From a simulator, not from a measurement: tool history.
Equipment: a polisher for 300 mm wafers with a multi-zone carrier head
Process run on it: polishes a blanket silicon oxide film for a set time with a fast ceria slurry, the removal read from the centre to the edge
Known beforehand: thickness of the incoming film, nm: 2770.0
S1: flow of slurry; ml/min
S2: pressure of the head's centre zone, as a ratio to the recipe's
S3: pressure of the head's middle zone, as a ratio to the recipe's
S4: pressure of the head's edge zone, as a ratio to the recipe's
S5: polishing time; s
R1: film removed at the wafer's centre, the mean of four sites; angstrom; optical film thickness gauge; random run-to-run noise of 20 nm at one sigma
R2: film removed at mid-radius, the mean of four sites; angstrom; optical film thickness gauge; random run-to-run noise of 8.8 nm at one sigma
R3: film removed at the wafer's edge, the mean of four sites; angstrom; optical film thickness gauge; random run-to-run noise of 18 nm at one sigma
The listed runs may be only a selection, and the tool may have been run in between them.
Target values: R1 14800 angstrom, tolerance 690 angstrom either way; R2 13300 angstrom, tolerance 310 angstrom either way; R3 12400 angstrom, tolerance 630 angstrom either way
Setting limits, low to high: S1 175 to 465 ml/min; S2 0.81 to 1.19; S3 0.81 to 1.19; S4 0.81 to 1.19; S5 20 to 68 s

| run | hour | S1 | S2 | S3 | S4 | S5 | R1 | R2 | R3 |
|---|---|---|---|---|---|---|---|---|---|
| 1 | 0 | 295 | 1 | 1 | 1 | 44 | 10001 | 9923.5 | 10284 |
| 2 | 7.6 | 310 | 1.05 | 1.03 | 1.01 | 46 | 11008 | 10548 | 10415 |
| 3 | 11.3 | 310 | 1.07 | 1.04 | 1.02 | 48 | 11756 | 11183 | 11080 |
| 4 | 12.9 | 315 | 1.1 | 1.06 | 1.03 | 49 | 12455 | 11649 | 11337 |
| 5 | 18.5 | 315 | 1.1 | 1.06 | 1.03 | 41 | 10069 | 9619.1 | 9330.9 |
| 6 | 23.9 | 350 | 1.1 | 1.06 | 1.03 | 41 | 10487 | 9677.2 | 9456.8 |
| 7 | 32.7 | 365 | 1.12 | 1.08 | 1.05 | 44 | 11287 | 10660 | 10500 |
| 8 | 39.8 | 375 | 1.14 | 1.09 | 1.04 | 46 | 12366 | 11171 | 10850 |
| 9 | 46.6 | 385 | 1.15 | 1.11 | 1.05 | 47 | 12667 | 11799 | 11359 |
| 10 | 53.2 | 395 | 1.16 | 1.12 | 1.04 | 48 | 12671 | 11995 | 11771 |

Consider the 4 candidate settings below. Which is the only one whose results all fall within their allowed miss of target?
| A | 59.8 | 430 | 1.13 | 1.06 | 1.13 | 55 | ? | ? | ? |
| B | 59.8 | 435 | 1.12 | 1.15 | 1.07 | 51 | ? | ? | ? |
| C | 59.8 | 395 | 1.17 | 1.09 | 0.98 | 54 | ? | ? | ? |
| D | 59.8 | 425 | 0.93 | 0.94 | 1.06 | 52 | ? | ? | ? |

| move | R1 | R2 | R3 |
|---|---|---|---|
| A | 14540 | 13185 | 13504 |
| B | 13385 | 13122 | 12173 |
| C | 14681 | 13181 | 12295 |
| D | 11341 | 11268 | 12374 |
A: brings the result that was furthest off to its target, and leaves another outside
B: brings the result that was furthest off to its target, and leaves another outside
C: in spec on every target
D: misses by more than the last run did
Move C is the one to make.

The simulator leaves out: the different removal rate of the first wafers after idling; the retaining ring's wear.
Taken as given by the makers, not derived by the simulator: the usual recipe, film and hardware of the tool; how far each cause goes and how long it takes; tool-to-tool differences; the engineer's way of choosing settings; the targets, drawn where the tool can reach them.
